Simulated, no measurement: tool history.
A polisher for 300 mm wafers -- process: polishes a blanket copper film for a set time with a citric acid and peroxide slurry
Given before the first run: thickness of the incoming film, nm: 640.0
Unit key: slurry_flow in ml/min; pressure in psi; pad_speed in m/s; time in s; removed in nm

run,hour,slurry_flow,pressure,pad_speed,slurry_solids,time,removed
1,0.0,180,3.7,1.08,1.0,84,199.25
2,2.4,180,3.7,1.08,1.0,84,201.52
3,5.1,180,3.5,1.08,1.0,84,187.56
4,11.9,180,3.5,1.20,1.0,84,207.21
5,17.5,180,3.3,1.20,1.0,84,197.49
6,20.7,140,3.3,1.20,1.0,84,192.94
7,27.8,140,3.2,1.20,1.0,84,184.11
8,34.7,140,3.1,1.20,1.0,84,174.33
9,37.6,140,3.0,1.20,1.0,84,172.85
10,41.7,140,2.9,1.20,1.0,84,167.91
11,46.7,140,2.9,1.20,1.0,84,168.32
12,51.0,140,2.9,1.20,1.0,84,165.82

Estimate the outcome of run 13 from the log above:
# hour 55.4: worn pad replaced by a new one
13,55.4,140,2.8,1.20,1.0,84,?

{"run 13": {"removed": 180.97}}

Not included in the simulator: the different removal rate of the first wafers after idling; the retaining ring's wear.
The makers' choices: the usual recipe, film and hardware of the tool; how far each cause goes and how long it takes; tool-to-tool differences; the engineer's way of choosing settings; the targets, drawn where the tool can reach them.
